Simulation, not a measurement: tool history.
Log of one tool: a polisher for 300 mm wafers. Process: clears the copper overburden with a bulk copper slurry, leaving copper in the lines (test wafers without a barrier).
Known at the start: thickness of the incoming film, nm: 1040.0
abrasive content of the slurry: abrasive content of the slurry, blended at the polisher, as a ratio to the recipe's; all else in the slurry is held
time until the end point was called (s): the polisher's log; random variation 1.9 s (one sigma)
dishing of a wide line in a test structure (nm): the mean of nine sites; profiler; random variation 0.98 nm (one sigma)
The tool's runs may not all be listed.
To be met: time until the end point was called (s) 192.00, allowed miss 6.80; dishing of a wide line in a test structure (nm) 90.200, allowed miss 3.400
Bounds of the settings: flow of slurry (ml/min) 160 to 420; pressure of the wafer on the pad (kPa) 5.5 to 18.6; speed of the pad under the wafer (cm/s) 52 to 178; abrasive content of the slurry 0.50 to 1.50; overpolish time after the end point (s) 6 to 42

run,hour,flow of slurry (ml/min),pressure of the wafer on the pad (kPa),speed of the pad under the wafer (cm/s),abrasive content of the slurry,overpolish time after the end point (s),time until the end point was called (s),dishing of a wide line in a test structure (nm)
1,0.0,270,11.7,114,1.00,21,153.68,72.401
2,4.1,270,11.7,114,1.00,17,154.83,62.349
3,5.2,270,11.0,112,1.00,21,163.98,69.819
4,11.9,270,10.3,112,1.00,24,174.97,72.167
5,19.6,340,10.3,112,1.00,24,170.46,72.418
6,26.7,340,10.3,86,1.00,24,219.49,60.229
7,30.1,320,12.4,84,0.95,34,194.60,84.817
8,33.7,320,12.4,84,0.95,35,196.89,86.672

Which of these 4 next moves meets every target?
A,37.3,330,13.1,88,1.00,40,?,?
B,37.3,340,11.7,90,0.95,42,?,?
C,37.3,415,14.5,68,0.80,35,?,?
D,37.3,295,14.5,74,1.05,35,?,?

move,time until the end point was called (s),dishing of a wide line in a test structure (nm)
A,177.09,100.550
B,191.55,96.809
C,213.76,84.685
D,192.02,90.605
A: takes the result that was furthest off past its target
B: takes the result that was furthest off past its target
C: further off than the last run
D: meets every target
Move D is the one to make.
